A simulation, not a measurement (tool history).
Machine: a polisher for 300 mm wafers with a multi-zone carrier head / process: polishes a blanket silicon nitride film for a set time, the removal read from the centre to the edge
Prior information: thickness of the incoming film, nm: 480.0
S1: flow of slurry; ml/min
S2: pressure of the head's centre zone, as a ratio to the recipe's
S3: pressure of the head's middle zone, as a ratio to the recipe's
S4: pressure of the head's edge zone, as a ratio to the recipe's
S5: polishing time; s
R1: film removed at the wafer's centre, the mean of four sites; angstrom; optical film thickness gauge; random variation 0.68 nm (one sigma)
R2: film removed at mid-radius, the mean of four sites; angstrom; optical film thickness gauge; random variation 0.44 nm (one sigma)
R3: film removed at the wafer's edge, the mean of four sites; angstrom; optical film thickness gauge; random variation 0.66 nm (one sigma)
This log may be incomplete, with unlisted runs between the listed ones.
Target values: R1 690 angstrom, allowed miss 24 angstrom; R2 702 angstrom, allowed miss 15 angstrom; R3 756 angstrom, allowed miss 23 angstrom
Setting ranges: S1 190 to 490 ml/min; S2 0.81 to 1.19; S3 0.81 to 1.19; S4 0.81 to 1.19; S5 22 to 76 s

run 1 day=0 | S1=315 S2=1 S3=1 S4=1 S5=49 | R1=1028.2 R2=1035.1 R3=1037.6
run 2 day=0.229 | S1=315 S2=1 S3=1 S4=0.92 S5=49 | R1=1022.4 R2=1033.5 R3=1013.7
run 3 day=0.288 | S1=315 S2=1.06 S3=1 S4=0.92 S5=49 | R1=1090.9 R2=1022.2 R3=1009.4
run 4 day=0.512 | S1=315 S2=1.06 S3=1 S4=0.92 S5=60 | R1=1328.8 R2=1251.4 R3=1235.4
run 5 day=0.779 | S1=315 S2=1.06 S3=0.92 S4=0.92 S5=60 | R1=1353.4 R2=1183.1 R3=1230.1
run 6 day=0.925 | S1=300 S2=1 S3=0.89 S4=0.91 S5=53 | R1=1122 R2=1012.2 R3=1092.7
run 7 day=1.15 | S1=300 S2=0.97 S3=0.89 S4=0.9 S5=48 | R1=977.71 R2=917.78 R3=991.96
run 8 day=1.333 | S1=300 S2=0.95 S3=0.89 S4=0.89 S5=44 | R1=879.13 R2=842.25 R3=901.46
run 9 day=1.65 | S1=300 S2=0.93 S3=0.88 S4=0.88 S5=42 | R1=827.19 R2=796.31 R3=848.45
run 10 day=1.85 | S1=300 S2=0.9 S3=0.87 S4=0.87 S5=41 | R1=785.42 R2=773.1 R3=824.14

Next run, 4 choices. One meets every target within its allowed miss, the rest don't. Which?
run A day=2.05 | S1=325 S2=0.89 S3=0.88 S4=0.92 S5=37 | R1=? R2=? R3=?
run B day=2.05 | S1=285 S2=0.81 S3=0.83 S4=0.85 S5=41 | R1=? R2=? R3=?
run C day=2.05 | S1=190 S2=0.93 S3=0.81 S4=0.87 S5=42 | R1=? R2=? R3=?
run D day=2.05 | S1=295 S2=0.9 S3=0.87 S4=0.9 S5=39 | R1=? R2=? R3=?

move=A R1=693.72 R2=711.08 R3=751.61
move=B R1=688.12 R2=743.44 R3=801.04
move=C R1=757.65 R2=703.43 R3=791.37
move=D R1=731.29 R2=735.5 R3=779.88
A: all results land within tolerance of their targets
B: nearer than the last run, and not there yet
C: corrects the largest miss of the last run, while another result sits out of spec
D: nearer than the last run, and not there yet
Go with A: it meets all targets.
